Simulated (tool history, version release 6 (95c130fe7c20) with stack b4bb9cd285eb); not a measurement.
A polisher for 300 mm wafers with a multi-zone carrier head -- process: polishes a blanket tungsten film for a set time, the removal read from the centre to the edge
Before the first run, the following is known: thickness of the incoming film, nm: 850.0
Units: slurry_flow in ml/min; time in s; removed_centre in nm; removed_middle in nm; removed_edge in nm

run,hour,slurry_flow,centre_zone,middle_zone,edge_zone,slurry_solids,time,removed_centre,removed_middle,removed_edge
1,0,190,1,1,1,1,57,258.12,260.26,256.05
2,4.5,200,1.01,1.01,1,1,57,257.54,266.88,257.95
3,6.5,200,1.01,1.01,1.05,1,57,258.78,264.52,270.33
4,15,200,0.98,1.01,1.05,1,57,250.32,266.41,273.43
5,19.2,200,0.98,1.01,1.13,1,57,253.45,268.05,274.61
6,23.5,200,0.98,1.07,1.13,1,57,251.34,274.64,278.05
7,27.7,205,1,1.08,1.11,1,57,257.81,282.62,271.35
8,31.1,210,1.01,1.08,1.11,1,57,262.49,282.05,270.46
9,36.6,215,1.02,1.08,1.11,1,57,267.01,285.05,269.62
10,42.5,215,1.02,1.08,1.11,1,57,266.75,278.24,275.04
11,47.8,220,1.03,1.09,1.1,1,57,267.72,287.59,272
12,48.9,220,1.04,1.09,1.1,1,57,272.55,282.63,276.67
13,50.3,220,1.05,1.1,1.09,1,57,272.04,287.74,272.62

Expected results for the next run?
14,58.6,225,1.06,1.1,1.08,1,57,?,?,?

removed_centre: 274.77 nm
removed_middle: 284.06 nm
removed_edge: 272.94 nm
